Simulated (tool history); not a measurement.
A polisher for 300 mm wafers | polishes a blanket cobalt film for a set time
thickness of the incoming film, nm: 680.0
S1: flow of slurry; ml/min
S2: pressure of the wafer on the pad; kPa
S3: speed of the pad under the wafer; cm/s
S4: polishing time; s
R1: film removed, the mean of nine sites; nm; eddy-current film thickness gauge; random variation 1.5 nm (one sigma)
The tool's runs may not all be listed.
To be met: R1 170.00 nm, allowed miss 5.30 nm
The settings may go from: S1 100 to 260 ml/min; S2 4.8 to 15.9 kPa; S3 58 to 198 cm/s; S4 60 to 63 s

| run | day | S1 | S2 | S3 | S4 | R1 |
|---|---|---|---|---|---|---|
| 1 | 0.000 | 165 | 10.3 | 128 | 60 | 254.54 |
| 2 | 0.308 | 160 | 9.7 | 128 | 60 | 240.22 |
| 3 | 0.517 | 160 | 11.0 | 128 | 60 | 274.70 |
| 4 | 0.892 | 160 | 10.3 | 128 | 60 | 255.21 |
| 5 | 1.196 | 180 | 10.3 | 128 | 60 | 260.49 |
| 6 | 1.471 | 180 | 10.3 | 116 | 60 | 235.64 |
| 7 | 1.729 | 180 | 9.7 | 116 | 60 | 219.00 |
| 8 | 2.092 | 180 | 9.0 | 116 | 60 | 205.03 |

4 next moves are on the table. One of them brings every result within its allowed miss. Which?
| A | 2.454 | 175 | 6.9 | 122 | 61 | ? |
| B | 2.454 | 180 | 9.7 | 128 | 63 | ? |
| C | 2.454 | 160 | 8.3 | 118 | 61 | ? |
| D | 2.454 | 195 | 10.3 | 112 | 63 | ? |

| move | R1 |
|---|---|
| A | 167.50 |
| B | 251.26 |
| C | 191.25 |
| D | 238.15 |
A: meets every target
B: further off than the last run
C: nearer than the last run, and not there yet
D: further off than the last run
Move A is the one to make.
